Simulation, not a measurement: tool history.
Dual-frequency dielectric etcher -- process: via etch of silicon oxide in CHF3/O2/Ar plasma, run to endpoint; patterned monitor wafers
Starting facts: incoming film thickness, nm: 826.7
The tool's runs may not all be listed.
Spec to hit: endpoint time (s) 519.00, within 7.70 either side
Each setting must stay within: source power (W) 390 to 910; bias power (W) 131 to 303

run 1 day=0.000 | source_power_(W)=650 bias_power_(W)=217 | endpoint_time_(s)=393.01
run 2 day=0.038 | source_power_(W)=560 bias_power_(W)=190 | endpoint_time_(s)=443.71
run 3 day=0.200 | source_power_(W)=670 bias_power_(W)=190 | endpoint_time_(s)=410.58
run 4 day=0.275 | source_power_(W)=670 bias_power_(W)=209 | endpoint_time_(s)=395.84
run 5 day=0.588 | source_power_(W)=580 bias_power_(W)=193 | endpoint_time_(s)=430.67
run 6 day=0.846 | source_power_(W)=500 bias_power_(W)=193 | endpoint_time_(s)=457.08
run 7 day=1.050 | source_power_(W)=460 bias_power_(W)=183 | endpoint_time_(s)=486.49
run 8 day=1.188 | source_power_(W)=390 bias_power_(W)=177 | endpoint_time_(s)=533.33
run 9 day=1.392 | source_power_(W)=400 bias_power_(W)=177 | endpoint_time_(s)=525.00
run 10 day=1.529 | source_power_(W)=400 bias_power_(W)=177 | endpoint_time_(s)=530.43

Next run, 4 choices. One meets every target within its allowed miss, the rest don't. Which?
run A day=1.667 | source_power_(W)=390 bias_power_(W)=176 | endpoint_time_(s)=?
run B day=1.667 | source_power_(W)=390 bias_power_(W)=173 | endpoint_time_(s)=?
run C day=1.667 | source_power_(W)=470 bias_power_(W)=140 | endpoint_time_(s)=?
run D day=1.667 | source_power_(W)=420 bias_power_(W)=172 | endpoint_time_(s)=?

move=A endpoint_time_(s)=531.42
move=B endpoint_time_(s)=535.23
move=C endpoint_time_(s)=536.60
move=D endpoint_time_(s)=518.77
A: the biggest miss grows against the last run
B: the biggest miss grows against the last run
C: the biggest miss grows against the last run
D: every result lands within tolerance
Go with D: it meets all targets.
